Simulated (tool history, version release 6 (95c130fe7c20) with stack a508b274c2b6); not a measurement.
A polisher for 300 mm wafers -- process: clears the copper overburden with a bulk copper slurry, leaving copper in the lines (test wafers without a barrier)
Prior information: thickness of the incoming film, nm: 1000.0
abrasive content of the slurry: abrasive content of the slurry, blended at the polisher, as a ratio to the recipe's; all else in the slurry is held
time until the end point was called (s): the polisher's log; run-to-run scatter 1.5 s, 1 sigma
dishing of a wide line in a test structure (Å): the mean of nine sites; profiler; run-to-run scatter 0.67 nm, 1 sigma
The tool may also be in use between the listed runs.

run,hour,flow of slurry (ml/min),pressure of the wafer on the pad (psi),speed of the pad under the wafer (cm/s),abrasive content of the slurry,overpolish time after the end point (s),time until the end point was called (s),dishing of a wide line in a test structure (Å)
1,0.0,120,2.5,136,1.0,28,95.914,1015.30
2,7.4,120,2.2,144,1.0,24,102.140,925.30
3,14.8,120,2.0,152,1.0,21,107.830,846.76
4,23.7,120,1.9,158,1.0,19,107.160,804.93
5,29.7,120,1.8,162,1.0,17,107.660,746.65
6,35.9,120,1.7,164,1.0,16,116.860,706.41
7,40.9,120,1.7,166,1.0,15,114.700,693.40
8,43.5,115,1.6,170,1.0,9,118.930,485.76

Run 9, settings as shown, results not yet in. Your forecast:
9,46.9,120,1.6,170,1.0,9,?,?

time until the end point was called (s): 118.340
dishing of a wide line in a test structure (Å): 494.35
